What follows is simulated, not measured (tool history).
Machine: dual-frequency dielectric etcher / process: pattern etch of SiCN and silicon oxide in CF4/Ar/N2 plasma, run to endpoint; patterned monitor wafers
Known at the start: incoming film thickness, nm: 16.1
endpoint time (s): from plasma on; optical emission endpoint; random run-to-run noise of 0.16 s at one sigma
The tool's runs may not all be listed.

run  hour  source power (kW)  bias power (kW)  Ar flow (sccm)  CF4 flow (sccm)  endpoint time (s)
  1     0                0.5            0.093             131               60             16.176
  2   3.3               0.56            0.093             131               60             14.509
  3  11.5                0.5            0.091             132               60             16.577
  4  17.6               0.47             0.09             132               60             17.517
  5  23.5               0.55             0.09             132               60             15.215
  6  30.3               0.55             0.09             132               56             15.334

Run 7 is up next; what results do you expect?
  7  37.8                0.5            0.089             132               56                  ?

{"run 7": {"endpoint time (s)": 16.802}}
